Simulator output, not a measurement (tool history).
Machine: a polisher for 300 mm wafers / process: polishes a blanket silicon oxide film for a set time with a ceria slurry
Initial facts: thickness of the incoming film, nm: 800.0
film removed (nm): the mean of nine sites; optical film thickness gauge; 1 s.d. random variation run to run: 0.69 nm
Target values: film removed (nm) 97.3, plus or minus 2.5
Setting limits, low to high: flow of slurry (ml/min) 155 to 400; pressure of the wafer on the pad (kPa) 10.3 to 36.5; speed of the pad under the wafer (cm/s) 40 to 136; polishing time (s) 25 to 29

run    day  flow of slurry (ml/min)  pressure of the wafer on the pad (kPa)  speed of the pad under the wafer (cm/s)  polishing time (s)  film removed (nm)
  1      0                      255                                    23.4                                       88                  29             123.22
  2  0.233                      250                                    22.1                                       88                  29             117.56
  3  0.492                      215                                    22.1                                       88                  29             115.25
  4  0.833                      215                                    22.1                                       88                  25             101.37
  5  0.946                      215                                    22.1                                      100                  25             114.15
  6  1.121                      205                                    21.4                                      100                  25             109.36
     1.267  -- slurry nozzle cleaned
  7  1.267                      205                                    21.4                                      100                  25             112.26
  8  1.312                      200                                    20.7                                      100                  25             108.15
  9  1.392                      195                                      20                                      100                  25             106.01
 10  1.629                      190                                    19.3                                      100                  25              101.7

Next run, 4 choices. One meets every target within its allowed miss, the rest don't. Which?
  A  1.867                      185                                    19.3                                       92                  29                  ?
  B  1.867                      215                                    20.7                                       90                  27                  ?
  C  1.867                      160                                    15.9                                      110                  29                  ?
  D  1.867                      180                                    16.5                                       96                  29                  ?

move  film removed (nm)
   A             106.84
   B              104.9
   C             104.91
   D             96.305
A: further off than the last run
B: further off than the last run
C: further off than the last run
D: each result inside its tolerance
The move that meets every target is D.
